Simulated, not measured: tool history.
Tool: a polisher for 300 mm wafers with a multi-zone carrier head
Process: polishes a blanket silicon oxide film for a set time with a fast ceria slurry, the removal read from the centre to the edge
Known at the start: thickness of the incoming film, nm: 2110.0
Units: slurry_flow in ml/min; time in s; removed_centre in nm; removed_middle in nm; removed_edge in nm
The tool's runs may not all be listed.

{"run": 1, "hour": 0.0, "slurry_flow": 170, "centre_zone": 1.0, "middle_zone": 1.0, "edge_zone": 1.0, "time": 49, "removed_centre": 721.88, "removed_middle": 720.23, "removed_edge": 721.44}
{"run": 2, "hour": 6.9, "slurry_flow": 175, "centre_zone": 1.03, "middle_zone": 1.0, "edge_zone": 1.02, "time": 51, "removed_centre": 785.52, "removed_middle": 744.19, "removed_edge": 766.24}
{"run": 3, "hour": 8.5, "slurry_flow": 175, "centre_zone": 1.0, "middle_zone": 1.0, "edge_zone": 1.02, "time": 51, "removed_centre": 749.45, "removed_middle": 753.84, "removed_edge": 754.92}
{"run": 4, "hour": 16.4, "slurry_flow": 175, "centre_zone": 1.0, "middle_zone": 1.0, "edge_zone": 1.02, "time": 58, "removed_centre": 855.64, "removed_middle": 830.95, "removed_edge": 854.39}
{"run": 5, "hour": 18.3, "slurry_flow": 150, "centre_zone": 1.0, "middle_zone": 1.0, "edge_zone": 1.02, "time": 58, "removed_centre": 826.07, "removed_middle": 831.6, "removed_edge": 852.55}
{"run": 6, "hour": 23.7, "slurry_flow": 150, "centre_zone": 1.0, "middle_zone": 1.0, "edge_zone": 1.02, "time": 49, "removed_centre": 714.83, "removed_middle": 707.64, "removed_edge": 728.93}

The next listed run, before its measurement:
{"run": 7, "hour": 28.9, "slurry_flow": 155, "centre_zone": 1.03, "middle_zone": 1.0, "edge_zone": 1.03, "time": 51, "removed_centre": "?", "removed_middle": "?", "removed_edge": "?"}

{"run 7": {"removed_centre": 762.85, "removed_middle": 735.53, "removed_edge": 756.05}}
